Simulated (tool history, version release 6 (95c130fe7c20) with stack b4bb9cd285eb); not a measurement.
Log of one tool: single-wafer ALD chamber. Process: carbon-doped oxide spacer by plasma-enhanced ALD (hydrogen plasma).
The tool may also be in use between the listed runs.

run  hour  heater temperature setpoint (deg C)  number of ALD cycles (cycles)  mean film thickness on the monitor wafer (angstrom)
  1   0.0                                  410                            420                                               201.44
  2   1.5                                  410                            450                                               218.11
  3   6.7                                  410                            417                                               200.85
  4  12.4                                  415                            397                                               188.36
  5  18.7                                  418                            383                                               181.08
  6  25.3                                  426                            383                                               177.26

Run 7 comes next. What will it give?
  7  28.2                                  426                            383                                                    ?

mean film thickness on the monitor wafer (angstrom): 176.28
